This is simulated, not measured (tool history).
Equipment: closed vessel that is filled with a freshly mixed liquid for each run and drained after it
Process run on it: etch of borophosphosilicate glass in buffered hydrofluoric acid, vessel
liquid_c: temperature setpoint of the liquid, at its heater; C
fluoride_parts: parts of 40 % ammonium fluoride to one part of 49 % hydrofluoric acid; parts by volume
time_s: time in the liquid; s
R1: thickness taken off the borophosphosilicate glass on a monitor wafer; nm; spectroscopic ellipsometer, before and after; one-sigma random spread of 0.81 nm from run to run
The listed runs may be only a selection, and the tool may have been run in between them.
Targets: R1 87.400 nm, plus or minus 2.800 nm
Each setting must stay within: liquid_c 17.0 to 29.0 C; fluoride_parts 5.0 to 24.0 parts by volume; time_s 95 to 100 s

Run 1, hour 0.0: liquid_c 21.0 C, fluoride_parts 14.5 parts by volume, time_s 95 s. Result: R1 70.129 nm.
Run 2, hour 8.1: liquid_c 21.0 C, fluoride_parts 10.5 parts by volume, time_s 95 s. Result: R1 97.900 nm.
Run 3, hour 9.3: liquid_c 21.0 C, fluoride_parts 10.5 parts by volume, time_s 100 s. Result: R1 102.250 nm.
Run 4, hour 15.3: liquid_c 24.5 C, fluoride_parts 10.5 parts by volume, time_s 100 s. Result: R1 122.990 nm.
Run 5, hour 17.4: liquid_c 24.5 C, fluoride_parts 6.5 parts by volume, time_s 100 s. Result: R1 192.660 nm.
Run 6, hour 21.5: liquid_c 23.0 C, fluoride_parts 7.5 parts by volume, time_s 100 s. Result: R1 156.460 nm.
Run 7, hour 25.6: liquid_c 22.0 C, fluoride_parts 8.0 parts by volume, time_s 100 s. Result: R1 139.350 nm.
Run 8, hour 32.8: liquid_c 21.0 C, fluoride_parts 8.5 parts by volume, time_s 100 s. Result: R1 121.120 nm.
Run 9, hour 38.3: liquid_c 17.0 C, fluoride_parts 9.0 parts by volume, time_s 100 s. Result: R1 91.387 nm.

Exactly one of the 4 candidate moves below puts every result within its allowed miss. Which one?
Run A, hour 43.8: liquid_c 20.5 C, fluoride_parts 10.5 parts by volume, time_s 100 s. Result: R1 ?.
Run B, hour 43.8: liquid_c 17.0 C, fluoride_parts 9.0 parts by volume, time_s 95 s. Result: R1 ?.
Run C, hour 43.8: liquid_c 17.5 C, fluoride_parts 9.0 parts by volume, time_s 100 s. Result: R1 ?.
Run D, hour 43.8: liquid_c 17.5 C, fluoride_parts 8.5 parts by volume, time_s 95 s. Result: R1 ?.

move      R1
   A  98.343
   B  86.288
   C  93.416
   D  94.499
A: misses by more than the last run did
B: all results land within tolerance of their targets
C: misses by more than the last run did
D: misses by more than the last run did
B meets every target.
